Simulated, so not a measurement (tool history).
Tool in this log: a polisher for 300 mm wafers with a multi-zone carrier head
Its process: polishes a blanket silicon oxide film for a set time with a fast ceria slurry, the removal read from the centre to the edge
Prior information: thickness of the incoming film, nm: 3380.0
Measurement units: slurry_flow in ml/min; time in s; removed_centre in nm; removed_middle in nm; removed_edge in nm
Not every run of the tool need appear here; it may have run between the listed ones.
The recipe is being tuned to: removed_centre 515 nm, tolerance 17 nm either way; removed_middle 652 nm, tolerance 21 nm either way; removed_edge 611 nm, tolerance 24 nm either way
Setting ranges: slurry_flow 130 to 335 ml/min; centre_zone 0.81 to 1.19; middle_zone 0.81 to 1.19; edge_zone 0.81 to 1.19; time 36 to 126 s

run 1 hour=0 | slurry_flow=215 centre_zone=1 middle_zone=1 edge_zone=1 time=81 | removed_centre=686.69 removed_middle=675.58 removed_edge=729.05
run 2 hour=6.6 | slurry_flow=215 centre_zone=1 middle_zone=1 edge_zone=1 time=94 | removed_centre=787.66 removed_middle=798.42 removed_edge=823.12
run 3 hour=9.7 | slurry_flow=210 centre_zone=0.98 middle_zone=1.01 edge_zone=0.98 time=92 | removed_centre=763.17 removed_middle=780.38 removed_edge=809.45
run 4 hour=11.7 | slurry_flow=210 centre_zone=0.98 middle_zone=1.01 edge_zone=0.9 time=92 | removed_centre=757.98 removed_middle=781.4 removed_edge=761.45
run 5 hour=15.2 | slurry_flow=210 centre_zone=0.98 middle_zone=1.01 edge_zone=0.83 time=92 | removed_centre=775.81 removed_middle=769.5 removed_edge=733.85
run 6 hour=21.3 | slurry_flow=210 centre_zone=0.98 middle_zone=1.01 edge_zone=0.83 time=73 | removed_centre=599.4 removed_middle=604.89 removed_edge=570.17
run 7 hour=23.3 | slurry_flow=205 centre_zone=0.96 middle_zone=1.02 edge_zone=0.84 time=73 | removed_centre=586.46 removed_middle=627.41 removed_edge=594.45
run 8 hour=31.8 | slurry_flow=200 centre_zone=0.95 middle_zone=1.02 edge_zone=0.84 time=73 | removed_centre=581.75 removed_middle=611.67 removed_edge=573.9
run 9 hour=37.3 | slurry_flow=200 centre_zone=0.93 middle_zone=1.03 edge_zone=0.85 time=73 | removed_centre=564.53 removed_middle=628.64 removed_edge=582.67
run 10 hour=39.5 | slurry_flow=200 centre_zone=0.92 middle_zone=1.03 edge_zone=0.86 time=73 | removed_centre=559.18 removed_middle=624.01 removed_edge=595.09

Which single option among these 4 for the next run brings every result within its allowed miss of target? Just one does.
run A hour=41.7 | slurry_flow=185 centre_zone=0.83 middle_zone=1.07 edge_zone=0.88 time=75 | removed_centre=? removed_middle=? removed_edge=?
run B hour=41.7 | slurry_flow=160 centre_zone=0.85 middle_zone=1 edge_zone=0.94 time=73 | removed_centre=? removed_middle=? removed_edge=?
run C hour=41.7 | slurry_flow=185 centre_zone=0.88 middle_zone=1.16 edge_zone=0.81 time=72 | removed_centre=? removed_middle=? removed_edge=?
run D hour=41.7 | slurry_flow=210 centre_zone=0.85 middle_zone=0.94 edge_zone=0.9 time=75 | removed_centre=? removed_middle=? removed_edge=?

move=A removed_centre=516.32 removed_middle=658.26 removed_edge=602.2
move=B removed_centre=500.01 removed_middle=592.94 removed_edge=593.24
move=C removed_centre=526.1 removed_middle=672.89 removed_edge=557.03
move=D removed_centre=539.98 removed_middle=607.98 removed_edge=617.95
A: in spec on every target
B: corrects the largest miss of the last run, while another result sits out of spec
C: corrects the largest miss of the last run, while another result sits out of spec
D: closes in on the targets versus the last run, not all within tolerance yet
Answer: A
